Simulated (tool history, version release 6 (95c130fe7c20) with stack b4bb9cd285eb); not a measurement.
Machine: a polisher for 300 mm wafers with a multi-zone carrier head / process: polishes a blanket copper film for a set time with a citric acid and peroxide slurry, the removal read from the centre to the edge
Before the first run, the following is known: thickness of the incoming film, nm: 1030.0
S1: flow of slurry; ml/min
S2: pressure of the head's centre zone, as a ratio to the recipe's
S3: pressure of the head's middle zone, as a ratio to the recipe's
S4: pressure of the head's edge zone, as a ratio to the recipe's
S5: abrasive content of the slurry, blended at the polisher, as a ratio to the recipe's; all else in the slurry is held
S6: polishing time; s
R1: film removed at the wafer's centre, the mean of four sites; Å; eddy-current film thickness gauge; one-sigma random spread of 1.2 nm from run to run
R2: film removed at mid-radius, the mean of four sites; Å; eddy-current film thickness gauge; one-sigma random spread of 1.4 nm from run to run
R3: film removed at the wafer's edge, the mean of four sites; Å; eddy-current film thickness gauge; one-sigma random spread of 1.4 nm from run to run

{"run": 1, "hour": 0.0, "S1": 280, "S2": 1.0, "S3": 1.0, "S4": 1.0, "S5": 1.0, "S6": 65, "R1": 1571.4, "R2": 1574.7, "R3": 1529.6}
{"run": 2, "hour": 3.7, "S1": 280, "S2": 1.0, "S3": 1.0, "S4": 1.0, "S5": 1.0, "S6": 81, "R1": 1973.5, "R2": 1915.3, "R3": 1916.6}
{"run": 3, "hour": 10.9, "S1": 335, "S2": 1.0, "S3": 1.0, "S4": 1.0, "S5": 1.0, "S6": 81, "R1": 1978.5, "R2": 1949.8, "R3": 1940.5}
{"run": 4, "hour": 17.3, "S1": 335, "S2": 1.08, "S3": 1.0, "S4": 1.0, "S5": 1.0, "S6": 81, "R1": 2139.1, "R2": 1995.8, "R3": 1901.7}
{"run": 5, "hour": 18.4, "S1": 335, "S2": 1.16, "S3": 1.0, "S4": 1.0, "S5": 1.0, "S6": 81, "R1": 2217.1, "R2": 1997.7, "R3": 1930.2}
{"run": 6, "hour": 25.9, "S1": 335, "S2": 1.16, "S3": 1.0, "S4": 1.0, "S5": 1.0, "S6": 66, "R1": 1822.2, "R2": 1596.7, "R3": 1615.0}
{"hour": 34.8, "done": "worn pad replaced by a new one"}
{"run": 7, "hour": 34.8, "S1": 325, "S2": 1.14, "S3": 1.0, "S4": 0.98, "S5": 1.0, "S6": 66, "R1": 2011.7, "R2": 1790.0, "R3": 1741.4}
{"run": 8, "hour": 41.5, "S1": 325, "S2": 1.14, "S3": 1.01, "S4": 0.99, "S5": 0.9, "S6": 66, "R1": 1924.9, "R2": 1753.2, "R3": 1701.1}
{"run": 9, "hour": 50.1, "S1": 325, "S2": 1.14, "S3": 1.02, "S4": 1.0, "S5": 1.0, "S6": 65, "R1": 1975.1, "R2": 1784.3, "R3": 1729.7}
{"run": 10, "hour": 50.7, "S1": 325, "S2": 1.12, "S3": 1.01, "S4": 0.98, "S5": 0.95, "S6": 64, "R1": 1884.6, "R2": 1722.1, "R3": 1675.1}

Forecast run 11:
{"run": 11, "hour": 57.2, "S1": 325, "S2": 1.12, "S3": 1.01, "S4": 0.98, "S5": 0.95, "S6": 64, "R1": "?", "R2": "?", "R3": "?"}

R1: 1904.4 Å
R2: 1729.5 Å
R3: 1669.1 Å
